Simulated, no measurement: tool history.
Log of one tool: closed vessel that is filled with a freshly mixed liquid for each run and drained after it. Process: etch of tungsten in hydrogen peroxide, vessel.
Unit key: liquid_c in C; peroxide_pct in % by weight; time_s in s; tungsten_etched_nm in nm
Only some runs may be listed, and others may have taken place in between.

run	hour	liquid_c	peroxide_pct	time_s	tungsten_etched_nm
1	0	53	18	90	268.96
2	4.9	52.5	18	90	263.59
3	5.8	57	18	90	340.05
4	10.5	57	18	90	345.74
5	12.8	57	15.5	90	317.11
6	19.8	56	15.5	90	301.34
7	25.6	55	15.5	90	282.22
8	31.7	54.5	15.5	90	274.02
9	37.9	54	15.5	90	267.98
10	43.8	53.5	15.5	90	263.35
11	44.7	53	15.5	90	252.05

What will run 12 give?
12	46.3	52.5	15.5	90	?

tungsten_etched_nm: 244.14 nm

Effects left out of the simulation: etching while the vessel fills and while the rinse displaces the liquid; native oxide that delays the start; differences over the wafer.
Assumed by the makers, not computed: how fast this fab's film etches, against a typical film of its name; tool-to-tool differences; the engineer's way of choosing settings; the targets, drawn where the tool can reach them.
